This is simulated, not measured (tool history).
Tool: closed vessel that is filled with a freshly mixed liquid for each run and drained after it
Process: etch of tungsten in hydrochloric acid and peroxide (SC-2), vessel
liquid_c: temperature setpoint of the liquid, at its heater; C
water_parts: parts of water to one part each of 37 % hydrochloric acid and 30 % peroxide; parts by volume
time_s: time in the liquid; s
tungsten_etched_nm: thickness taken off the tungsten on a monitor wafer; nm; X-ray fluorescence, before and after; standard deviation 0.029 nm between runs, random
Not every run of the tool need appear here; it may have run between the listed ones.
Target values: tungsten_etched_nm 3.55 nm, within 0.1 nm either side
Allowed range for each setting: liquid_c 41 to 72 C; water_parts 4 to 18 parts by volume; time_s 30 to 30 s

run,hour,liquid_c,water_parts,time_s,tungsten_etched_nm
1,0,57,10,30,10.169
2,4,52.5,10,30,7.5315
3,7.7,45.5,10,30,4.7469
4,9.4,44,10,30,4.3156
5,13.5,49,10,30,6.0034
6,15.8,52.5,10,30,7.6335
7,17.9,48.5,10,30,5.8541
8,23.4,46,10,30,4.9305
9,31,44.5,10,30,4.4395

Next run, 4 choices. One meets every target within its allowed miss, the rest don't. Which?
A,38.6,47,8,30,?
B,38.6,42.5,6,30,?
C,38.6,47,16,30,?
D,38.6,48,10,30,?

move,tungsten_etched_nm
A,6.2476
B,5.7276
C,3.4709
D,5.5711
A: moves away from the targets compared with the last run
B: moves away from the targets compared with the last run
C: every result lands within tolerance
D: moves away from the targets compared with the last run
Go with C: it meets all targets.

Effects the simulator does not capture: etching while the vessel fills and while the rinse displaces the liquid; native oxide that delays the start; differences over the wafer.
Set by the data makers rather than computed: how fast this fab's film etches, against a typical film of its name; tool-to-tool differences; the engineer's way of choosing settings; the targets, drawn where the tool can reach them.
